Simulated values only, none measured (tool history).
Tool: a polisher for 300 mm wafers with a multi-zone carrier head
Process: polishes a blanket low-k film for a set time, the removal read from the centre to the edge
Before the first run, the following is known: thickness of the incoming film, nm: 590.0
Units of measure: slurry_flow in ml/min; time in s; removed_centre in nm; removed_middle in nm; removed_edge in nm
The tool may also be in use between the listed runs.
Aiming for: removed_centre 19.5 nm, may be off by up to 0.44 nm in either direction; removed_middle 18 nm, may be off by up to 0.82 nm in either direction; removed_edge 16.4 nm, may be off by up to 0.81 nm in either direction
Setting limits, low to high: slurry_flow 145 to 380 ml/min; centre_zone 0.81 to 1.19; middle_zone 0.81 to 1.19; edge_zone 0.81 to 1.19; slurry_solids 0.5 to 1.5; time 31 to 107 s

run 1 hour=0 | slurry_flow=245 centre_zone=1 middle_zone=1 edge_zone=1 slurry_solids=1 time=69 | removed_centre=21.623 removed_middle=20.599 removed_edge=21.795
run 2 hour=3.1 | slurry_flow=245 centre_zone=1 middle_zone=1 edge_zone=1 slurry_solids=1 time=59 | removed_centre=18.656 removed_middle=17.733 removed_edge=18.091
run 3 hour=7.5 | slurry_flow=255 centre_zone=1.02 middle_zone=1.01 edge_zone=0.96 slurry_solids=1 time=59 | removed_centre=19.134 removed_middle=18.284 removed_edge=17.931
run 4 hour=14 | slurry_flow=255 centre_zone=1.02 middle_zone=1.05 edge_zone=0.96 slurry_solids=1 time=59 | removed_centre=19.161 removed_middle=18.119 removed_edge=18.117
run 5 hour=17 | slurry_flow=255 centre_zone=1.02 middle_zone=1.05 edge_zone=0.96 slurry_solids=1 time=46 | removed_centre=14.814 removed_middle=14.602 removed_edge=14.119
run 6 hour=23.9 | slurry_flow=275 centre_zone=1.05 middle_zone=1.08 edge_zone=0.95 slurry_solids=1.1 time=46 | removed_centre=16.213 removed_middle=15.676 removed_edge=14.721
run 7 hour=30.2 | slurry_flow=285 centre_zone=1.07 middle_zone=1.1 edge_zone=0.96 slurry_solids=1.15 time=46 | removed_centre=17.068 removed_middle=16.004 removed_edge=15.162
run 8 hour=32.1 | slurry_flow=290 centre_zone=1.08 middle_zone=1.12 edge_zone=0.95 slurry_solids=1.2 time=46 | removed_centre=17.384 removed_middle=16.699 removed_edge=15.426

Which single option among these 5 for the next run brings every result within its allowed miss of target? Just one does.
run A hour=34 | slurry_flow=295 centre_zone=0.89 middle_zone=1.17 edge_zone=1.06 slurry_solids=1.05 time=49 | removed_centre=? removed_middle=? removed_edge=?
run B hour=34 | slurry_flow=265 centre_zone=0.93 middle_zone=1.04 edge_zone=1.13 slurry_solids=1.2 time=48 | removed_centre=? removed_middle=? removed_edge=?
run C hour=34 | slurry_flow=325 centre_zone=1.05 middle_zone=1.05 edge_zone=1.02 slurry_solids=0.95 time=56 | removed_centre=? removed_middle=? removed_edge=?
run D hour=34 | slurry_flow=330 centre_zone=1.16 middle_zone=1.14 edge_zone=0.81 slurry_solids=1.45 time=41 | removed_centre=? removed_middle=? removed_edge=?
run E hour=34 | slurry_flow=315 centre_zone=1.12 middle_zone=1.11 edge_zone=0.92 slurry_solids=1.35 time=47 | removed_centre=? removed_middle=? removed_edge=?

move=A removed_centre=14.465 removed_middle=17.456 removed_edge=16.55
move=B removed_centre=15.514 removed_middle=16.458 removed_edge=17.639
move=C removed_centre=18.603 removed_middle=17.632 removed_edge=17.822
move=D removed_centre=18.209 removed_middle=16.652 removed_edge=14.359
move=E removed_centre=19.515 removed_middle=18.109 removed_edge=16.799
A: its largest miss is bigger than the last run's
B: its largest miss is bigger than the last run's
C: closes in on the targets versus the last run, not all within tolerance yet
D: closes in on the targets versus the last run, not all within tolerance yet
E: in spec on every target
The move that meets every target is E.

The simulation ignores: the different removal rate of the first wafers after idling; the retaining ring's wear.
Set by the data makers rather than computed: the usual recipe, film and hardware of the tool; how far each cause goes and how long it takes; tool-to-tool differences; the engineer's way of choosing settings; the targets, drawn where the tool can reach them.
